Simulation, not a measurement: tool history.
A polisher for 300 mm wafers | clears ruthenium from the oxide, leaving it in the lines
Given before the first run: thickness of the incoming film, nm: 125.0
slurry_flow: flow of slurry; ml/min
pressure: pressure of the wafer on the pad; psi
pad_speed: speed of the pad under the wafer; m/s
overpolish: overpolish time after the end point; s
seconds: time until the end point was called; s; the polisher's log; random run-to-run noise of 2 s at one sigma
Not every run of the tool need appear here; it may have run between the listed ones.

Run 1, hour 0.0: slurry_flow 145 ml/min, pressure 2.0 psi, pad_speed 1.10 m/s, overpolish 5 s. Result: seconds 103.64 s.
Run 2, hour 5.4: slurry_flow 140 ml/min, pressure 1.8 psi, pad_speed 1.04 m/s, overpolish 5 s. Result: seconds 122.37 s.
Run 3, hour 10.8: slurry_flow 135 ml/min, pressure 1.6 psi, pad_speed 1.00 m/s, overpolish 5 s. Result: seconds 143.58 s.
Run 4, hour 16.2: slurry_flow 135 ml/min, pressure 1.6 psi, pad_speed 0.82 m/s, overpolish 5 s. Result: seconds 175.13 s.
Run 5, hour 22.6: slurry_flow 155 ml/min, pressure 1.6 psi, pad_speed 0.82 m/s, overpolish 5 s. Result: seconds 171.47 s.
Run 6, hour 24.5: slurry_flow 155 ml/min, pressure 1.6 psi, pad_speed 0.96 m/s, overpolish 5 s. Result: seconds 146.55 s.
Run 7, hour 30.2: slurry_flow 150 ml/min, pressure 1.5 psi, pad_speed 0.94 m/s, overpolish 5 s. Result: seconds 159.65 s.
Run 8, hour 37.3: slurry_flow 145 ml/min, pressure 1.4 psi, pad_speed 0.92 m/s, overpolish 5 s. Result: seconds 172.73 s.
Run 9, hour 41.8: slurry_flow 140 ml/min, pressure 1.3 psi, pad_speed 0.90 m/s, overpolish 5 s. Result: seconds 192.23 s.
Run 10, hour 45.9: slurry_flow 135 ml/min, pressure 1.2 psi, pad_speed 0.90 m/s, overpolish 5 s. Result: seconds 209.26 s.
Run 11, hour 48.3: slurry_flow 130 ml/min, pressure 1.2 psi, pad_speed 0.90 m/s, overpolish 5 s. Result: seconds 212.64 s.
Run 12, hour 56.1: slurry_flow 125 ml/min, pressure 1.2 psi, pad_speed 0.90 m/s, overpolish 5 s. Result: seconds 212.66 s.
Run 13, hour 64.8: slurry_flow 120 ml/min, pressure 1.2 psi, pad_speed 0.90 m/s, overpolish 5 s. Result: seconds 215.66 s.
Run 14, hour 73.4: slurry_flow 115 ml/min, pressure 1.2 psi, pad_speed 0.90 m/s, overpolish 5 s. Result: seconds 218.33 s.
Run 15, hour 81.3: slurry_flow 95 ml/min, pressure 0.9 psi, pad_speed 0.90 m/s, overpolish 5 s. Result: seconds 306.57 s.
Run 16, hour 86.2: slurry_flow 100 ml/min, pressure 0.9 psi, pad_speed 0.90 m/s, overpolish 5 s. Result: seconds 296.43 s.

Run 17, settings as shown, results not yet in. Your forecast:
Run 17, hour 87.7: slurry_flow 105 ml/min, pressure 0.9 psi, pad_speed 0.90 m/s, overpolish 5 s. Result: seconds ?.

Logged for run 17: seconds 293.16 s.
